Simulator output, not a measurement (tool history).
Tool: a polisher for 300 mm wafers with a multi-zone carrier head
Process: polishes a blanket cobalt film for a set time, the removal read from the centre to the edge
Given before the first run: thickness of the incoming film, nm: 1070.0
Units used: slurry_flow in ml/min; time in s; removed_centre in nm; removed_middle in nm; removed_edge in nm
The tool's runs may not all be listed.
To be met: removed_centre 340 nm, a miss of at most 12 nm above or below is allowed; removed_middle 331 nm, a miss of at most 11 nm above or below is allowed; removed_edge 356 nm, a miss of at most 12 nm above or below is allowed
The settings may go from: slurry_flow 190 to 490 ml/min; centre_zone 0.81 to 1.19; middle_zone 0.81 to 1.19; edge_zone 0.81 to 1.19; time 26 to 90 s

{"run": 1, "hour": 0.0, "slurry_flow": 315, "centre_zone": 1, "middle_zone": 1, "edge_zone": 1, "time": 58, "removed_centre": 247.42, "removed_middle": 252.32, "removed_edge": 245.56}
{"run": 2, "hour": 6.0, "slurry_flow": 315, "centre_zone": 1, "middle_zone": 1, "edge_zone": 0.95, "time": 58, "removed_centre": 245.14, "removed_middle": 249.34, "removed_edge": 240.82}
{"run": 3, "hour": 14.9, "slurry_flow": 315, "centre_zone": 1, "middle_zone": 0.98, "edge_zone": 0.99, "time": 62, "removed_centre": 268.4, "removed_middle": 255.69, "removed_edge": 265.48}
{"run": 4, "hour": 22.4, "slurry_flow": 315, "centre_zone": 1, "middle_zone": 0.95, "edge_zone": 0.99, "time": 62, "removed_centre": 268.26, "removed_middle": 258.52, "removed_edge": 258.55}
{"hour": 29.3, "done": "slurry nozzle cleaned"}
{"run": 5, "hour": 29.3, "slurry_flow": 315, "centre_zone": 1, "middle_zone": 0.95, "edge_zone": 1.04, "time": 62, "removed_centre": 271.98, "removed_middle": 263.68, "removed_edge": 277.8}
{"run": 6, "hour": 34.9, "slurry_flow": 320, "centre_zone": 1.02, "middle_zone": 0.98, "edge_zone": 1.07, "time": 63, "removed_centre": 280.61, "removed_middle": 272.59, "removed_edge": 280.95}
{"run": 7, "hour": 42.9, "slurry_flow": 320, "centre_zone": 1.02, "middle_zone": 0.98, "edge_zone": 1.09, "time": 65, "removed_centre": 292.35, "removed_middle": 279.71, "removed_edge": 297.09}
{"run": 8, "hour": 50.8, "slurry_flow": 325, "centre_zone": 1.02, "middle_zone": 0.99, "edge_zone": 1.11, "time": 67, "removed_centre": 299.6, "removed_middle": 293.14, "removed_edge": 310.32}

Of the 4 settings listed for the next run, only one would bring every result within its allowed miss of target. Which one?
{"run": "A", "hour": 58.7, "slurry_flow": 365, "centre_zone": 1, "middle_zone": 1.09, "edge_zone": 1.12, "time": 76, "removed_centre": "?", "removed_middle": "?", "removed_edge": "?"}
{"run": "B", "hour": 58.7, "slurry_flow": 330, "centre_zone": 0.96, "middle_zone": 0.93, "edge_zone": 1.05, "time": 79, "removed_centre": "?", "removed_middle": "?", "removed_edge": "?"}
{"run": "C", "hour": 58.7, "slurry_flow": 335, "centre_zone": 1.06, "middle_zone": 0.98, "edge_zone": 1.09, "time": 82, "removed_centre": "?", "removed_middle": "?", "removed_edge": "?"}
{"run": "D", "hour": 58.7, "slurry_flow": 360, "centre_zone": 1.09, "middle_zone": 0.98, "edge_zone": 1.17, "time": 80, "removed_centre": "?", "removed_middle": "?", "removed_edge": "?"}

move=A removed_centre=343.58 removed_middle=369.85 removed_edge=359.02
move=B removed_centre=344.63 removed_middle=333.2 removed_edge=359.53
move=C removed_centre=380.61 removed_middle=361.75 removed_edge=380.38
move=D removed_centre=380.55 removed_middle=355.16 removed_edge=386.74
A: corrects the largest miss of the last run, while another result sits out of spec
B: in spec on every target
C: pushes the last run's worst result past its target
D: pushes the last run's worst result past its target
Correct choice: B, which meets every target

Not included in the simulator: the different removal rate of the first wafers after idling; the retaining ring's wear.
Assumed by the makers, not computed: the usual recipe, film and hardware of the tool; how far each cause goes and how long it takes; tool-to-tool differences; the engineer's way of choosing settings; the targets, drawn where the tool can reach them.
